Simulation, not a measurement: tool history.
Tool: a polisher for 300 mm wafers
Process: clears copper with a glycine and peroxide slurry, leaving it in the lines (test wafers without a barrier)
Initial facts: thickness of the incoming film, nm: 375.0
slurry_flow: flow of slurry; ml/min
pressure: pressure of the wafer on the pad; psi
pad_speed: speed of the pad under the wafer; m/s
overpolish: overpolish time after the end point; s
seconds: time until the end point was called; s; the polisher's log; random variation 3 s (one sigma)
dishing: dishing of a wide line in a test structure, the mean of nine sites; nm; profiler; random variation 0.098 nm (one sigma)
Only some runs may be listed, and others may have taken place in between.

| run | hour | slurry_flow | pressure | pad_speed | overpolish | seconds | dishing |
|---|---|---|---|---|---|---|---|
| 1 | 0.0 | 275 | 1.9 | 0.84 | 11 | 133.99 | 24.185 |
| 2 | 7.9 | 265 | 1.8 | 0.82 | 10 | 140.23 | 21.558 |
| 3 | 13.3 | 280 | 1.7 | 0.78 | 9 | 143.30 | 18.104 |
| 4 | 22.3 | 280 | 1.7 | 0.64 | 9 | 158.72 | 16.559 |
| 5 | 30.9 | 295 | 1.6 | 0.62 | 8 | 164.26 | 14.771 |
| 6 | 39.5 | 310 | 1.5 | 0.60 | 7 | 175.36 | 12.337 |
| 7 | 43.3 | 310 | 1.5 | 0.60 | 7 | 166.65 | 12.197 |
| 8 | 52.4 | 325 | 1.4 | 0.60 | 7 | 174.31 | 12.139 |
| 9 | 55.6 | 335 | 1.4 | 0.58 | 7 | 175.49 | 12.564 |
| 10 | 60.6 | 315 | 1.4 | 0.58 | 7 | 178.09 | 12.288 |

Run 11 has not been measured yet. What should we expect?
| 11 | 63.8 | 325 | 1.4 | 0.56 | 7 | ? | ? |

seconds: 178.10 s
dishing: 12.073 nm
